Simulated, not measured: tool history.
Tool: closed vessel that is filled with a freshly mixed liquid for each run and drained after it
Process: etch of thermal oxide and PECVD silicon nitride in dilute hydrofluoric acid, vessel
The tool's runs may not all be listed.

run	day	temperature setpoint of the liquid (°C)	parts of water to one part of 49 % hydrofluoric acid (parts by volume)	time in the liquid (s)	thickness taken off the thermal oxide on a monitor wafer (angstrom)	thickness taken off the PECVD silicon nitride on a monitor wafer (angstrom)
1	0.000	23.0	200	1800	271.44	245.46
2	0.371	20.5	200	1800	248.92	210.00
3	0.492	20.5	230	1800	209.41	182.54
4	0.833	19.0	230	1800	196.75	166.31
5	1.008	21.5	190	1740	264.97	227.60
6	1.262	21.5	130	1740	411.93	330.49
7	1.504	23.0	125	1725	453.14	376.53
# day 1.633: hydrofluoric acid flow meter replaced
8	1.633	25.5	115	1705	585.14	502.62

Forecast run 9:
9	1.929	25.0	120	1730	?	?

{"run 9": {"thickness taken off the thermal oxide on a monitor wafer (angstrom)": 555.47, "thickness taken off the PECVD silicon nitride on a monitor wafer (angstrom)": 479.02}}
